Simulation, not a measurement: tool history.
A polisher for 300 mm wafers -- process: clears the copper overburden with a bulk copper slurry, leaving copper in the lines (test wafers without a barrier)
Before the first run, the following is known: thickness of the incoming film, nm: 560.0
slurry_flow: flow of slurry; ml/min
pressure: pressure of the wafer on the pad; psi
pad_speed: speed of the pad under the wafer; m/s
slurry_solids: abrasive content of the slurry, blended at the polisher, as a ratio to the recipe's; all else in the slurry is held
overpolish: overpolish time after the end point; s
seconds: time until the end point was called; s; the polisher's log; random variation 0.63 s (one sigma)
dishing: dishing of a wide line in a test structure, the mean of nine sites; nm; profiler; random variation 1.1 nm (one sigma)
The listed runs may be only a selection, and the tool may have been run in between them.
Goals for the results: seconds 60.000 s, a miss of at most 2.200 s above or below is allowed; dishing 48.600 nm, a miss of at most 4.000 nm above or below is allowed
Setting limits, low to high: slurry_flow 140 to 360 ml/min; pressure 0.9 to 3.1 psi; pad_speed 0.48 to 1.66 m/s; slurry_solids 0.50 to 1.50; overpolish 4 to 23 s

run    day  slurry_flow  pressure  pad_speed  slurry_solids  overpolish  seconds  dishing
  1  0.000          230       2.0       1.06           1.00          12   84.756   47.554
  2  0.283          180       2.0       1.06           1.00          12   85.664   46.399
  3  0.396          180       2.0       0.82           1.00          12  106.130   40.019
  4  0.742          180       2.2       0.82           1.00          11   95.911   38.285
  5  1.088          180       2.4       0.82           1.00          11   89.034   43.062
  6  1.371          180       2.5       0.84           1.00          10   84.159   41.364
  7  1.396          180       2.6       0.86           1.00          10   80.373   43.401
  8  1.538          180       2.7       0.88           1.00          10   76.999   46.306
  9  1.742          180       2.8       0.90           1.00           9   72.126   44.505
 10  1.850          180       2.9       0.92           1.00           9   70.133   46.442
 11  2.067          190       3.1       1.02           1.00           7   59.778   40.913

5 candidate next runs follow, results not yet known. Just one meets every target within its allowed miss. Identify it.
  A  2.283          265       3.0       0.96           1.25          11        ?        ?
  B  2.283          185       3.1       1.14           1.00          10        ?        ?
  C  2.283          200       2.9       1.12           0.95           6        ?        ?
  D  2.283          140       3.1       1.18           1.10           8        ?        ?
  E  2.283          165       3.1       1.06           0.95           9        ?        ?

move  seconds  dishing
   A   60.865   59.157
   B   56.866   58.208
   C   61.033   37.153
   D   57.426   49.119
   E   61.917   50.712
A: takes the biggest miss from the last run beyond its target
B: takes the biggest miss from the last run beyond its target
C: lands further from the targets than the last run did
D: meets the target for the result that was furthest off, but another lies outside its allowed miss
E: all results land within tolerance of their targets
The move that meets every target is E.
